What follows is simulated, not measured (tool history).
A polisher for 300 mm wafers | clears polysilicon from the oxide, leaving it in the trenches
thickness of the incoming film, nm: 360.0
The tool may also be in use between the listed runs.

| run | day | flow of slurry (ml/min) | pressure of the wafer on the pad (psi) | speed of the pad under the wafer (m/s) | overpolish time after the end point (s) | time until the end point was called (s) | dishing of a wide line in a test structure (nm) |
|---|---|---|---|---|---|---|---|
| 1 | 0.000 | 185 | 1.8 | 0.78 | 23 | 44.789 | 33.194 |
| 2 | 0.238 | 180 | 1.5 | 0.72 | 22 | 56.892 | 32.324 |
| 3 | 0.329 | 180 | 1.7 | 0.72 | 22 | 51.327 | 32.515 |
| 4 | 0.533 | 180 | 1.7 | 0.56 | 22 | 61.192 | 32.340 |
| 5 | 0.888 | 180 | 1.7 | 0.56 | 13 | 60.796 | 28.447 |
| 6 | 0.950 | 180 | 1.4 | 0.56 | 17 | 73.684 | 29.402 |
| 7 | 1.100 | 180 | 1.3 | 0.56 | 20 | 78.633 | 30.002 |
| 8 | 1.333 | 180 | 1.2 | 0.56 | 23 | 86.695 | 30.465 |
| 9 | 1.404 | 180 | 1.2 | 0.56 | 25 | 84.314 | 31.418 |

The next listed run, before its measurement:
| 10 | 1.529 | 180 | 1.1 | 0.56 | 26 | ? | ? |

time until the end point was called (s): 94.347
dishing of a wide line in a test structure (nm): 30.787
